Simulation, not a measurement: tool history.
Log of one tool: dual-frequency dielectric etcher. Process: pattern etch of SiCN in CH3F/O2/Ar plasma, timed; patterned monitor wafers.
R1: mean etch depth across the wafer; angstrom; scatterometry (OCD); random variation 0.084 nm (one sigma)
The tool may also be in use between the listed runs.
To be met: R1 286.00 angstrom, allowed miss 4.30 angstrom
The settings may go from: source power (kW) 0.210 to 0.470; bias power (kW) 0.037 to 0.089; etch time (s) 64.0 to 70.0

run 1 day=0.000 | source_power_(kW)=0.340 bias_power_(kW)=0.063 etch_time_(s)=70.0 | R1=243.35
run 2 day=0.204 | source_power_(kW)=0.370 bias_power_(kW)=0.064 etch_time_(s)=70.0 | R1=252.66
run 3 day=0.258 | source_power_(kW)=0.370 bias_power_(kW)=0.074 etch_time_(s)=70.0 | R1=266.40
run 4 day=0.283 | source_power_(kW)=0.370 bias_power_(kW)=0.069 etch_time_(s)=70.0 | R1=258.92
run 5 day=0.546 | source_power_(kW)=0.370 bias_power_(kW)=0.069 etch_time_(s)=64.0 | R1=237.66
run 6 day=0.738 | source_power_(kW)=0.390 bias_power_(kW)=0.074 etch_time_(s)=64.5 | R1=250.21
run 7 day=0.992 | source_power_(kW)=0.400 bias_power_(kW)=0.078 etch_time_(s)=65.0 | R1=259.92
run 8 day=1.362 | source_power_(kW)=0.410 bias_power_(kW)=0.081 etch_time_(s)=65.0 | R1=265.58

Which of these 5 next moves meets every target?
run A day=1.733 | source_power_(kW)=0.390 bias_power_(kW)=0.073 etch_time_(s)=66.0 | R1=?
run B day=1.733 | source_power_(kW)=0.430 bias_power_(kW)=0.087 etch_time_(s)=65.0 | R1=?
run C day=1.733 | source_power_(kW)=0.430 bias_power_(kW)=0.087 etch_time_(s)=67.0 | R1=?
run D day=1.733 | source_power_(kW)=0.400 bias_power_(kW)=0.073 etch_time_(s)=66.0 | R1=?
run E day=1.733 | source_power_(kW)=0.440 bias_power_(kW)=0.083 etch_time_(s)=66.0 | R1=?

move=A R1=254.22
move=B R1=277.20
move=C R1=285.73
move=D R1=256.41
move=E R1=278.46
A: further off than the last run
B: nearer than the last run, and not there yet
C: meets every target
D: further off than the last run
E: nearer than the last run, and not there yet
Answer: C
